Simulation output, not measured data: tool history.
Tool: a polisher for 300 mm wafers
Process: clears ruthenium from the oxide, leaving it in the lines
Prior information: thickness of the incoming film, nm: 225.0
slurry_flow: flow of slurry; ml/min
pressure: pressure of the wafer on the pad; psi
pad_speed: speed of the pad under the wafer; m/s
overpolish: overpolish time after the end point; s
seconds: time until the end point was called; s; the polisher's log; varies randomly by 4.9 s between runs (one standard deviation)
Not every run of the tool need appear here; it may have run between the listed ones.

run	hour	slurry_flow	pressure	pad_speed	overpolish	seconds
1	0	200	2.6	1.16	15	152.67
2	1.6	200	2.6	1.16	12	147.45
3	5.5	200	2.6	0.9	12	203.5
4	6.7	200	2.5	0.9	12	205.19
5	14	200	2.4	0.9	12	212.02
6	21.5	200	2.3	0.9	12	223.27

Run 7 comes next. What will it give?
7	25.3	200	2.2	0.9	12	?

{"run 7": {"seconds": 218.88}}

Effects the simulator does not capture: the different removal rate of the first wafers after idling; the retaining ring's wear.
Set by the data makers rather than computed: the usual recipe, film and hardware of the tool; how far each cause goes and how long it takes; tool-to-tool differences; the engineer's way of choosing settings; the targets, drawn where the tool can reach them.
